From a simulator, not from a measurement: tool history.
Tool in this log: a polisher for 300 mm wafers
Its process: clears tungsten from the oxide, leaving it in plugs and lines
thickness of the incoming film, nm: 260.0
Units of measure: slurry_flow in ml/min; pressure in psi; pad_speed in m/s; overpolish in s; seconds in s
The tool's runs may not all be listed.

run 1 day=0 | slurry_flow=210 pressure=3.3 pad_speed=1.12 slurry_solids=1 overpolish=28 | seconds=58.218
run 2 day=0.071 | slurry_flow=210 pressure=3.3 pad_speed=1.12 slurry_solids=1 overpolish=28 | seconds=59.126
run 3 day=0.375 | slurry_flow=210 pressure=3.3 pad_speed=1.3 slurry_solids=1 overpolish=28 | seconds=50.605
run 4 day=0.717 | slurry_flow=210 pressure=2.9 pad_speed=1.28 slurry_solids=1 overpolish=28 | seconds=57.436
run 5 day=1 | slurry_flow=210 pressure=2.9 pad_speed=1.28 slurry_solids=1 overpolish=28 | seconds=57.828
run 6 day=1.371 | slurry_flow=210 pressure=2.6 pad_speed=1.28 slurry_solids=1 overpolish=28 | seconds=62.48

Run 7 comes next. What will it give?
run 7 day=1.454 | slurry_flow=210 pressure=2.4 pad_speed=1.28 slurry_solids=1 overpolish=28 | seconds=?

seconds: 71.255 s

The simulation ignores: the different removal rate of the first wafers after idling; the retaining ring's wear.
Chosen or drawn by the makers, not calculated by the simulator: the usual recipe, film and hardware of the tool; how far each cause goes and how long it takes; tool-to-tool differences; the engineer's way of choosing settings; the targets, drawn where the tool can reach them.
